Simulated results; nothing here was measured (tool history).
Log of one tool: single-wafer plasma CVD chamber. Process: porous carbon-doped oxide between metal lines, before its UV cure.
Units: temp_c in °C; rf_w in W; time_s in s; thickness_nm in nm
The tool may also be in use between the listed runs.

| run | hour | temp_c | rf_w | time_s | thickness_nm |
|---|---|---|---|---|---|
| 1 | 0.0 | 280 | 410 | 19.0 | 91.287 |
| 2 | 7.2 | 278 | 420 | 19.0 | 94.594 |
| 3 | 10.4 | 278 | 420 | 18.0 | 89.939 |
| 4 | 18.8 | 278 | 380 | 18.0 | 81.768 |
| 5 | 21.9 | 285 | 380 | 18.0 | 77.502 |
| 6 | 22.5 | 285 | 325 | 18.0 | 65.644 |
| 7 | 26.1 | 282 | 340 | 18.0 | 70.522 |
| 8 | 34.5 | 270 | 405 | 18.6 | 95.081 |

Run 9 comes next. What will it give?
| 9 | 37.6 | 269 | 410 | 18.6 | ? |

Run 9 gave thickness_nm 96.848 nm.
